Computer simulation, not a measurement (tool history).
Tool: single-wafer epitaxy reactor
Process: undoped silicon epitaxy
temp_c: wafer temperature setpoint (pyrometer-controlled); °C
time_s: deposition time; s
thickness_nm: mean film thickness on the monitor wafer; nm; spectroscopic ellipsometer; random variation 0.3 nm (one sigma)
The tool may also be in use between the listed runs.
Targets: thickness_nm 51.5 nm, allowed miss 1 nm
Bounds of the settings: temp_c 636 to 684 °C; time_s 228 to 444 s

Run 1, day 0: temp_c 660 °C, time_s 336 s. Result: thickness_nm 67.061 nm.
Run 2, day 0.25: temp_c 660 °C, time_s 370 s. Result: thickness_nm 72.831 nm.
Run 3, day 0.296: temp_c 666 °C, time_s 370 s. Result: thickness_nm 84.411 nm.
Run 4, day 0.454: temp_c 666 °C, time_s 402 s. Result: thickness_nm 91.41 nm.
Run 5, day 0.654: temp_c 662 °C, time_s 402 s. Result: thickness_nm 83.904 nm.
Run 6, day 0.812: temp_c 659 °C, time_s 402 s. Result: thickness_nm 77.993 nm.
Run 7, day 1.133: temp_c 656 °C, time_s 402 s. Result: thickness_nm 72.631 nm.
Run 8, day 1.433: temp_c 654 °C, time_s 402 s. Result: thickness_nm 68.435 nm.
Run 9, day 1.767: temp_c 652 °C, time_s 402 s. Result: thickness_nm 66.191 nm.
Run 10, day 1.996: temp_c 650 °C, time_s 402 s. Result: thickness_nm 62.823 nm.
Run 11, day 2.088: temp_c 649 °C, time_s 402 s. Result: thickness_nm 61.233 nm.
Run 12, day 2.242: temp_c 648 °C, time_s 402 s. Result: thickness_nm 59.53 nm.
Run 13, day 2.317: temp_c 647 °C, time_s 402 s. Result: thickness_nm 57.66 nm.
Run 14, day 2.467: temp_c 641 °C, time_s 401 s. Result: thickness_nm 49.624 nm.

Which of these 5 next moves meets every target?
Run A, day 2.617: temp_c 638 °C, time_s 415 s. Result: thickness_nm ?.
Run B, day 2.617: temp_c 641 °C, time_s 416 s. Result: thickness_nm ?.
Run C, day 2.617: temp_c 637 °C, time_s 424 s. Result: thickness_nm ?.
Run D, day 2.617: temp_c 636 °C, time_s 425 s. Result: thickness_nm ?.
Run E, day 2.617: temp_c 639 °C, time_s 404 s. Result: thickness_nm ?.

move  thickness_nm
   A        47.774
   B        51.639
   C        47.593
   D        46.513
   E        47.694
A: further off than the last run
B: meets every target
C: further off than the last run
D: further off than the last run
E: further off than the last run
The right move is B.
